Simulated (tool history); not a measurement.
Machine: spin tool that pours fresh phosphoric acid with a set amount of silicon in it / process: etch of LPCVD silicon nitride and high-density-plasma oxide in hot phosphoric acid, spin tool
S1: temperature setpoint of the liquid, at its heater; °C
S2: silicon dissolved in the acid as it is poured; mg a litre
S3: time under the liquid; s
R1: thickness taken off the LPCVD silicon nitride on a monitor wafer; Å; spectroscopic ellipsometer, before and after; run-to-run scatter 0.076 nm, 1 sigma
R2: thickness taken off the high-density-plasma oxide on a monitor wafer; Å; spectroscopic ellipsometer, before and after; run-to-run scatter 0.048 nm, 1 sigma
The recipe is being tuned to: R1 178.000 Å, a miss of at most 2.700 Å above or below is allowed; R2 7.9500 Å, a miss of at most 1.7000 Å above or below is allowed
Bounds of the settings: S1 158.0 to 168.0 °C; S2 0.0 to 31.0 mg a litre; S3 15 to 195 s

Run 1, hour 0.0: S1 163.0 °C, S2 13.5 mg a litre, S3 100 s. Result: R1 96.552 Å, R2 6.0667 Å.
Run 2, hour 5.5: S1 164.0 °C, S2 19.0 mg a litre, S3 115 s. Result: R1 114.620 Å, R2 6.0601 Å.
Run 3, hour 6.0: S1 165.0 °C, S2 21.0 mg a litre, S3 125 s. Result: R1 127.330 Å, R2 8.0798 Å.
Run 4, hour 14.8: S1 163.0 °C, S2 21.0 mg a litre, S3 125 s. Result: R1 120.110 Å, R2 6.4622 Å.
Run 5, hour 16.3: S1 164.0 °C, S2 24.0 mg a litre, S3 135 s. Result: R1 134.430 Å, R2 6.4763 Å.
Run 6, hour 24.3: S1 164.5 °C, S2 25.5 mg a litre, S3 145 s. Result: R1 145.930 Å, R2 7.1262 Å.
Run 7, hour 30.1: S1 164.5 °C, S2 25.5 mg a litre, S3 145 s. Result: R1 146.290 Å, R2 7.8306 Å.
Run 8, hour 32.1: S1 164.5 °C, S2 27.0 mg a litre, S3 155 s. Result: R1 156.520 Å, R2 7.3171 Å.

Which one of the following 4 next-run settings gets every result inside its allowed miss? There is exactly one.
Run A, hour 34.1: S1 165.5 °C, S2 27.5 mg a litre, S3 165 s. Result: R1 ?, R2 ?.
Run B, hour 34.1: S1 166.0 °C, S2 27.5 mg a litre, S3 160 s. Result: R1 ?, R2 ?.
Run C, hour 34.1: S1 161.0 °C, S2 31.0 mg a litre, S3 190 s. Result: R1 ?, R2 ?.
Run D, hour 34.1: S1 167.5 °C, S2 30.5 mg a litre, S3 160 s. Result: R1 ?, R2 ?.

move       R1      R2
   A  171.980  8.4611
   B  169.520  8.5061
   C  170.640  6.1222
   D  178.010  8.4405
A: gains on the last run, yet a result remains outside its allowed miss
B: gains on the last run, yet a result remains outside its allowed miss
C: gains on the last run, yet a result remains outside its allowed miss
D: hits every target within its allowed miss
D meets every target.
